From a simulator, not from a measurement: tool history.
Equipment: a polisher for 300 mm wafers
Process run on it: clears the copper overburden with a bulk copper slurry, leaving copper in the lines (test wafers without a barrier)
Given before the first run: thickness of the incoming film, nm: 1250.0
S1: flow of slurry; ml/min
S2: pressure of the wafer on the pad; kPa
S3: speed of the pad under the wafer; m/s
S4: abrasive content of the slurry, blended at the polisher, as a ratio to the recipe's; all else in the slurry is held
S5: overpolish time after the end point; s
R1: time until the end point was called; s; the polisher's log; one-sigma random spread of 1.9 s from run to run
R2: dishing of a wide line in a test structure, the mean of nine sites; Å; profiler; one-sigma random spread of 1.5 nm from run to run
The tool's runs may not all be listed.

run  hour   S1    S2    S3   S4  S5      R1      R2
  1   0.0  210  17.2  1.16  1.0  26  160.40  694.92
  2   5.6  210  17.2  0.98  1.0  26  188.07  649.76
  3   7.7  210  17.2  1.14  1.0  26  164.59  670.49
  4   9.6  210  19.3  1.16  1.0  23  146.66  707.02
  5  14.9  210  23.4  1.16  1.0  23  123.28  731.90
  6  23.1  250  23.4  1.16  1.0  23  121.09  710.74
  7  24.4  250  24.1  1.16  1.0  22  118.86  721.35
  8  30.8  250  24.1  1.16  1.0  22  116.56  718.38
  9  38.6  250  24.1  1.16  1.0  22  120.53  695.02

What does the tool deliver on the next run?
 10  39.1  250  24.1  1.16  1.0  22   ?   ?

{"run 10": {"R1": 116.73, "R2": 742.24}}

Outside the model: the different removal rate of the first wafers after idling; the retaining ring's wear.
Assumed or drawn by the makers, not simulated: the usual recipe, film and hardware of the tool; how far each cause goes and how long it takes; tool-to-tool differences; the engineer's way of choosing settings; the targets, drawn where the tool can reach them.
